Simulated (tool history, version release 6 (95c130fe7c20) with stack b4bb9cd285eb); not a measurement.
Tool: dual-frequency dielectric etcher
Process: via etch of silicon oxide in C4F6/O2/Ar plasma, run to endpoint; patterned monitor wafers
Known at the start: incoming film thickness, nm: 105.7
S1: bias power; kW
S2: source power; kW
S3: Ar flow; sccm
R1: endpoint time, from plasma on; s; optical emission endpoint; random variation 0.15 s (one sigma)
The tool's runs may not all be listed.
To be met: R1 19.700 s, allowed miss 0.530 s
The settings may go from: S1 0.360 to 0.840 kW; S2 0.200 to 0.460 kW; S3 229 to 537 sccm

| run | hour | S1 | S2 | S3 | R1 |
|---|---|---|---|---|---|
| 1 | 0.0 | 0.600 | 0.330 | 383 | 22.914 |
| 2 | 7.4 | 0.600 | 0.330 | 333 | 22.303 |
| 3 | 8.6 | 0.633 | 0.340 | 331 | 21.826 |
| 4 | 12.8 | 0.633 | 0.340 | 377 | 22.314 |
| 5 | 13.8 | 0.633 | 0.340 | 310 | 21.258 |
| 6 | 15.3 | 0.654 | 0.340 | 308 | 21.342 |
| 7 | 17.2 | 0.675 | 0.350 | 305 | 20.524 |
| 8 | 25.7 | 0.686 | 0.350 | 304 | 20.667 |
| 9 | 30.5 | 0.699 | 0.350 | 302 | 20.497 |
| 10 | 36.6 | 0.710 | 0.350 | 301 | 20.303 |

Which of these 4 next moves meets every target?
| A | 42.7 | 0.720 | 0.380 | 337 | ? |
| B | 42.7 | 0.660 | 0.320 | 389 | ? |
| C | 42.7 | 0.684 | 0.340 | 322 | ? |
| D | 42.7 | 0.691 | 0.330 | 335 | ? |

| move | R1 |
|---|---|
| A | 20.193 |
| B | 22.521 |
| C | 21.266 |
| D | 21.490 |
A: meets every target
B: further off than the last run
C: further off than the last run
D: further off than the last run
Answer: A
